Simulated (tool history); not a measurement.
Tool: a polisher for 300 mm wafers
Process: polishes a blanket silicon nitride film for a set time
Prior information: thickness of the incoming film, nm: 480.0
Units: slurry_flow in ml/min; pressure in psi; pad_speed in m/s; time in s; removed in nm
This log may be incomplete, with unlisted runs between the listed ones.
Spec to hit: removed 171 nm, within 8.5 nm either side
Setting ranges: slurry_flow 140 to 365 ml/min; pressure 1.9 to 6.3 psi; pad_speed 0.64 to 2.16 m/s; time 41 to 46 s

{"run": 1, "hour": 0.0, "slurry_flow": 235, "pressure": 4.1, "pad_speed": 1.4, "time": 46, "removed": 117.68}
{"run": 2, "hour": 3.2, "slurry_flow": 235, "pressure": 4.3, "pad_speed": 1.4, "time": 46, "removed": 130.04}
{"run": 3, "hour": 10.4, "slurry_flow": 235, "pressure": 4.3, "pad_speed": 1.4, "time": 41, "removed": 114.66}
{"run": 4, "hour": 12.0, "slurry_flow": 235, "pressure": 4.5, "pad_speed": 1.4, "time": 41, "removed": 119.13}
{"run": 5, "hour": 19.4, "slurry_flow": 235, "pressure": 4.7, "pad_speed": 1.4, "time": 41, "removed": 121.83}
{"run": 6, "hour": 27.9, "slurry_flow": 235, "pressure": 4.9, "pad_speed": 1.42, "time": 41, "removed": 131.95}
{"run": 7, "hour": 32.5, "slurry_flow": 235, "pressure": 5, "pad_speed": 1.42, "time": 41, "removed": 130.31}
{"run": 8, "hour": 34.6, "slurry_flow": 235, "pressure": 5.1, "pad_speed": 1.44, "time": 41, "removed": 135.79}
{"run": 9, "hour": 36.9, "slurry_flow": 235, "pressure": 5.2, "pad_speed": 1.44, "time": 41, "removed": 137.1}
{"run": 10, "hour": 44.8, "slurry_flow": 235, "pressure": 5.3, "pad_speed": 1.44, "time": 41, "removed": 141.91}
{"run": 11, "hour": 52.8, "slurry_flow": 235, "pressure": 5.4, "pad_speed": 1.44, "time": 41, "removed": 146.25}
{"run": 12, "hour": 57.8, "slurry_flow": 235, "pressure": 5.5, "pad_speed": 1.44, "time": 41, "removed": 149.26}
{"run": 13, "hour": 64.3, "slurry_flow": 235, "pressure": 5.6, "pad_speed": 1.44, "time": 41, "removed": 152.87}
{"run": 14, "hour": 71.1, "slurry_flow": 235, "pressure": 5.7, "pad_speed": 1.44, "time": 41, "removed": 153.53}

5 next moves are on the table. One of them brings every result within its allowed miss. Which?
{"run": "A", "hour": 77.9, "slurry_flow": 240, "pressure": 5.3, "pad_speed": 1.48, "time": 41, "removed": "?"}
{"run": "B", "hour": 77.9, "slurry_flow": 280, "pressure": 5, "pad_speed": 1.38, "time": 45, "removed": "?"}
{"run": "C", "hour": 77.9, "slurry_flow": 300, "pressure": 4.9, "pad_speed": 1.42, "time": 41, "removed": "?"}
{"run": "D", "hour": 77.9, "slurry_flow": 220, "pressure": 5.5, "pad_speed": 1.38, "time": 41, "removed": "?"}
{"run": "E", "hour": 77.9, "slurry_flow": 245, "pressure": 6, "pad_speed": 1.5, "time": 42, "removed": "?"}

move=A removed=148.07
move=B removed=147.16
move=C removed=135.26
move=D removed=143.98
move=E removed=173.42
A: lands further from the targets than the last run did
B: lands further from the targets than the last run did
C: lands further from the targets than the last run did
D: lands further from the targets than the last run did
E: in spec on every target
Go with E: it meets all targets.

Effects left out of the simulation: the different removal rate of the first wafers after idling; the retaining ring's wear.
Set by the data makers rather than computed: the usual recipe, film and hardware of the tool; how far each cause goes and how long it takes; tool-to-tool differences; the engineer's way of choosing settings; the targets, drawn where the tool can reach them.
